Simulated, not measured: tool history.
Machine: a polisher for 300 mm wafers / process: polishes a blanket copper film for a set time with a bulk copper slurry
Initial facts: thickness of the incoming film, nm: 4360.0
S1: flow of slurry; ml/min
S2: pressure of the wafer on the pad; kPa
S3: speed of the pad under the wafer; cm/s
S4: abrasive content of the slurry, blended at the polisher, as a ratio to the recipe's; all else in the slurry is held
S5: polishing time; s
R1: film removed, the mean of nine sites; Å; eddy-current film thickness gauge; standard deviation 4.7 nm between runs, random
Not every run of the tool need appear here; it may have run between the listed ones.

run	hour	S1	S2	S3	S4	S5	R1
1	0	305	17.2	98	1	38	2819.1
2	0.7	305	17.2	110	1	38	3078.9
3	5.5	305	18.6	110	1	38	3414
4	9.1	370	18.6	110	1	38	3469.3
5	11.2	370	19.3	110	1	38	3535.3
6	16.2	370	20	110	1	38	3639.4
7	19	370	20.7	110	1	38	3803.7
8	21.2	370	21.4	110	1	38	3852.6
9	25.1	370	22.1	110	1	38	3972.8
10	29.7	370	22.8	110	1	38	4180.3

Run 11 comes next. What will it give?
11	36.5	370	23.4	110	1	38	?

{"run 11": {"R1": 4284.2}}
